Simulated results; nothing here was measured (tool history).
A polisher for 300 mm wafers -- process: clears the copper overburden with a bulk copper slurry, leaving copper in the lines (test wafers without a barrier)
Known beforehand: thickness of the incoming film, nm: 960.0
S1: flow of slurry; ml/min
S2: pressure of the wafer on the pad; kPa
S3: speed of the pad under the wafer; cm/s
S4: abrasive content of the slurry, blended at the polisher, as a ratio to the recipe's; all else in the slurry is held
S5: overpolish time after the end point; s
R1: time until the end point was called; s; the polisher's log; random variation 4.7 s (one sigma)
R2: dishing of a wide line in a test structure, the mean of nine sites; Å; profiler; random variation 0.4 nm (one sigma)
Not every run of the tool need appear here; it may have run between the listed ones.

run 1 hour=0 | S1=270 S2=15.9 S3=84 S4=1 S5=9 | R1=192.89 R2=322.12
run 2 hour=4.5 | S1=270 S2=15.9 S3=68 S4=1 S5=9 | R1=244.38 R2=264.26
run 3 hour=5.3 | S1=270 S2=15.9 S3=84 S4=1 S5=9 | R1=189.79 R2=320.91
run 4 hour=10 | S1=270 S2=15.9 S3=84 S4=1 S5=7 | R1=195.47 R2=251.18
run 5 hour=12.8 | S1=270 S2=15.2 S3=82 S4=1 S5=9 | R1=199.75 R2=294.6
run 6 hour=13.6 | S1=220 S2=15.2 S3=82 S4=1 S5=9 | R1=215.16 R2=294.17
run 7 hour=15.9 | S1=210 S2=15.2 S3=80 S4=1 S5=10 | R1=215.6 R2=312.67
run 8 hour=24.4 | S1=205 S2=15.2 S3=78 S4=1 S5=11 | R1=220.18 R2=323.92

Estimate the outcome of run 9 from the log above:
run 9 hour=31.9 | S1=200 S2=15.2 S3=76 S4=1 S5=12 | R1=? R2=?

R1: 221.94 s
R2: 350.9 Å
